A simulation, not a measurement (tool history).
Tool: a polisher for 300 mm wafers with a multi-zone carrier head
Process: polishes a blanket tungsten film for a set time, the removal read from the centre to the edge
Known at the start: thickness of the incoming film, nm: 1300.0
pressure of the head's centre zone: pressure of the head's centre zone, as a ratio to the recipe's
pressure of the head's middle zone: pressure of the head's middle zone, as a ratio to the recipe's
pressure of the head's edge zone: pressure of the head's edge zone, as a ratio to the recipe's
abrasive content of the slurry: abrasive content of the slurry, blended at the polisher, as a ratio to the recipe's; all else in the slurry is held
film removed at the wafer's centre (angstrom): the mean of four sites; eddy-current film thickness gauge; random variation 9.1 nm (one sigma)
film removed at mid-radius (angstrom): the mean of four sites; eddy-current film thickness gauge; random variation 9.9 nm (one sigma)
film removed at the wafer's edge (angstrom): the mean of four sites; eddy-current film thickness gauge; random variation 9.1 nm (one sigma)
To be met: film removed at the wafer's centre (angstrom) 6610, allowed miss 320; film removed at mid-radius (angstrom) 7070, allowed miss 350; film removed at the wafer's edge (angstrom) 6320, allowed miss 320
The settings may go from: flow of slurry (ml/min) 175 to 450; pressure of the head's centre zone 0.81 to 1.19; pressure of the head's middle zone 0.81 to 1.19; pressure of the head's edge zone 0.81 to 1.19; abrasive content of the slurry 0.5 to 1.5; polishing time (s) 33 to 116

| run | hour | flow of slurry (ml/min) | pressure of the head's centre zone | pressure of the head's middle zone | pressure of the head's edge zone | abrasive content of the slurry | polishing time (s) | film removed at the wafer's centre (angstrom) | film removed at mid-radius (angstrom) | film removed at the wafer's edge (angstrom) |
|---|---|---|---|---|---|---|---|---|---|---|
| 1 | 0 | 290 | 1 | 1 | 1 | 1 | 74 | 4817.8 | 4899.1 | 4807 |
| 2 | 5.1 | 240 | 1 | 1 | 1 | 1 | 74 | 4698.2 | 4811.8 | 4658.2 |
| 3 | 12.3 | 240 | 1 | 1 | 1 | 1.05 | 74 | 4780.9 | 4833.5 | 4840 |
| 4 | 15 | 240 | 1.04 | 1 | 1 | 1.05 | 74 | 4893.6 | 4806.7 | 4851.5 |
| 5 | 16.5 | 240 | 1 | 1 | 1 | 1.05 | 74 | 4798.8 | 4810.7 | 4902.2 |
| 6 | 19.3 | 245 | 1.01 | 1.02 | 0.99 | 1.1 | 75 | 4945.6 | 4925.9 | 4935.6 |
| 7 | 24.9 | 250 | 1.01 | 1.04 | 0.99 | 1.1 | 78 | 5196 | 5147.4 | 5137.3 |
| 8 | 32.9 | 255 | 1 | 1.06 | 0.98 | 1.1 | 81 | 5488.8 | 5654.8 | 5424.9 |
| 9 | 35.7 | 260 | 1 | 1.08 | 0.98 | 1.1 | 82 | 5472.7 | 5706.1 | 5361.6 |
| 10 | 37.9 | 265 | 1 | 1.09 | 0.98 | 1.15 | 83 | 5646.9 | 5798.6 | 5518.8 |
| 11 | 45.9 | 265 | 1 | 1.1 | 0.98 | 1.15 | 84 | 5463.2 | 5946.8 | 5650.2 |

Which of these 4 next moves meets every target?
| A | 53.9 | 190 | 1.02 | 1.17 | 0.95 | 1 | 103 | ? | ? | ? |
| B | 53.9 | 250 | 0.82 | 1.02 | 1.19 | 1.5 | 75 | ? | ? | ? |
| C | 53.9 | 230 | 1.19 | 0.91 | 1.03 | 1.35 | 72 | ? | ? | ? |
| D | 53.9 | 290 | 0.89 | 1.07 | 1.19 | 1.5 | 71 | ? | ? | ? |

| move | film removed at the wafer's centre (angstrom) | film removed at mid-radius (angstrom) | film removed at the wafer's edge (angstrom) |
|---|---|---|---|
| A | 6646.9 | 7115.4 | 6064.6 |
| B | 4585.5 | 5497.6 | 5608.4 |
| C | 5903.7 | 4788.3 | 4843.3 |
| D | 4747.7 | 5426.3 | 5371.6 |
A: meets every target
B: further off than the last run
C: further off than the last run
D: further off than the last run
Answer: A
